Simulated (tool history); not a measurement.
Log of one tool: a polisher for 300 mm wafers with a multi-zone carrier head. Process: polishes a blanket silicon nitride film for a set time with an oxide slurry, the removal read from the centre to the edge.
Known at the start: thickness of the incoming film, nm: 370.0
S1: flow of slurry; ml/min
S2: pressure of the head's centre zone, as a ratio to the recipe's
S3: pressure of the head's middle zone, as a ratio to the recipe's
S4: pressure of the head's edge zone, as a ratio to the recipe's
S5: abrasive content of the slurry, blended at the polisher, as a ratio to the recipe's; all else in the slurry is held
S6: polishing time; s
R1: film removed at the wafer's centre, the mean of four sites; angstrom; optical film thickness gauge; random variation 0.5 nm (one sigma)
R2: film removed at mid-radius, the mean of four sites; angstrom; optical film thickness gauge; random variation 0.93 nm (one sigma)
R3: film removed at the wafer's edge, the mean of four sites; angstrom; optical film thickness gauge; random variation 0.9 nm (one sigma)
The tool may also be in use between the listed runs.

run 1 hour=0 | S1=300 S2=1 S3=1 S4=1 S5=1 S6=74 | R1=594.67 R2=604.65 R3=590.62
run 2 hour=2.8 | S1=300 S2=1 S3=1 S4=0.92 S5=1 S6=74 | R1=597.12 R2=594.13 R3=575.35
run 3 hour=4.9 | S1=300 S2=1 S3=1.06 S4=0.92 S5=1 S6=74 | R1=608.55 R2=626.62 R3=581.02
run 4 hour=5.7 | S1=300 S2=1.01 S3=1.05 S4=0.95 S5=1.05 S6=74 | R1=610.84 R2=615.07 R3=585.05
run 5 hour=8.3 | S1=335 S2=1.01 S3=1.05 S4=0.95 S5=1.05 S6=74 | R1=626.25 R2=632.83 R3=604.75
run 6 hour=12 | S1=335 S2=1.01 S3=1.05 S4=0.95 S5=0.95 S6=74 | R1=597.16 R2=599.97 R3=584.18
run 7 hour=20.7 | S1=350 S2=1.02 S3=1.05 S4=0.97 S5=1 S6=74 | R1=615.7 R2=609.28 R3=581.52

Run 8 comes next. What will it give?
run 8 hour=26.4 | S1=350 S2=1.02 S3=1.03 S4=0.98 S5=1.05 S6=74 | R1=? R2=? R3=?

{"run 8": {"R1": 629.99, "R2": 610.86, "R3": 618.08}}
